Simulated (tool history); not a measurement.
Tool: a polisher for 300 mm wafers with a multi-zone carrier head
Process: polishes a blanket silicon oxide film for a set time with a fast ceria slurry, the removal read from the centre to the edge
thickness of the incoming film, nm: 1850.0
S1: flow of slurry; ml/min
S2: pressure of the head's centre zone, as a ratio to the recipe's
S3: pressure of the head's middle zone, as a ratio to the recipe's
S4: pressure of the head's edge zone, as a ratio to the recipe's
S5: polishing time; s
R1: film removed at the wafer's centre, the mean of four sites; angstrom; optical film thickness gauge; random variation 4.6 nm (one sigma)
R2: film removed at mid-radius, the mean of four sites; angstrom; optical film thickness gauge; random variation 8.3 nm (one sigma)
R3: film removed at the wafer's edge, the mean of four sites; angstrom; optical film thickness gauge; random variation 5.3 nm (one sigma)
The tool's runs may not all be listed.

run,hour,S1,S2,S3,S4,S5,R1,R2,R3
1,0.0,230,1.00,1.00,1.00,40,5690.2,5741.0,5548.3
2,7.8,235,0.99,0.99,1.02,40,5685.6,5656.4,5641.3
3,10.1,200,0.99,0.99,1.02,40,5579.8,5724.2,5630.4
4,13.6,200,1.04,0.99,1.02,40,5803.7,5656.9,5667.1
5,15.7,200,1.04,0.99,1.02,30,4335.5,4160.0,4176.2
6,20.3,200,1.12,0.99,1.02,30,4685.6,4176.1,4176.5
7,27.2,205,1.02,0.98,1.12,41,5866.1,5834.5,6001.4
8,29.6,200,1.00,0.97,1.13,41,5689.3,5656.7,6079.4
9,34.3,195,0.99,0.97,1.14,41,5622.8,5631.5,6068.4

Forecast run 10:
10,42.7,190,0.98,0.97,1.15,41,?,?,?

R1: 5523.4 angstrom
R2: 5517.9 angstrom
R3: 6029.8 angstrom
